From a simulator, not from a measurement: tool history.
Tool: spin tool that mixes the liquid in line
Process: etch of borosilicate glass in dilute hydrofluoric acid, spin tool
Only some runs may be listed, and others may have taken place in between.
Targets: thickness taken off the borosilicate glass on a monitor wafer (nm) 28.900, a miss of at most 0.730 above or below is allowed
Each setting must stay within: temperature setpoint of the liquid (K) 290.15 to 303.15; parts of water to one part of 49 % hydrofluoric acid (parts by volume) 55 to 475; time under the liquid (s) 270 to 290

run    day  temperature setpoint of the liquid (K)  parts of water to one part of 49 % hydrofluoric acid (parts by volume)  time under the liquid (s)  thickness taken off the borosilicate glass on a monitor wafer (nm)
  1  0.000                                  295.15                                                                     265                        270                                                              41.676
  2  0.133                                  294.65                                                                     270                        270                                                              40.206
  3  0.362                                  294.15                                                                     275                        270                                                              38.355
  4  0.538                                  293.65                                                                     280                        270                                                              37.182
  5  0.867                                  296.15                                                                     280                        270                                                              40.383
  6  1.046                                  295.65                                                                     285                        270                                                              38.820
  7  1.392                                  295.15                                                                     290                        270                                                              37.451
     1.442  -- thermometer replaced
  8  1.442                                  291.15                                                                     315                        270                                                              27.721

5 next moves are on the table. One of them brings every result within its allowed miss. Which?
  A  1.492                                  294.15                                                                     355                        270                                                                   ?
  B  1.492                                  292.15                                                                     335                        270                                                                   ?
  C  1.492                                  290.15                                                                     330                        285                                                                   ?
  D  1.492                                  292.15                                                                     340                        270                                                                   ?
  E  1.492                                  290.15                                                                     295                        270                                                                   ?

move  thickness taken off the borosilicate glass on a monitor wafer (nm)
   A                                                              26.920
   B                                                              27.025
   C                                                              27.015
   D                                                              26.515
   E                                                              29.471
A: its largest miss is bigger than the last run's
B: its largest miss is bigger than the last run's
C: its largest miss is bigger than the last run's
D: its largest miss is bigger than the last run's
E: all results land within tolerance of their targets
E is the move that brings every result within its allowed miss.
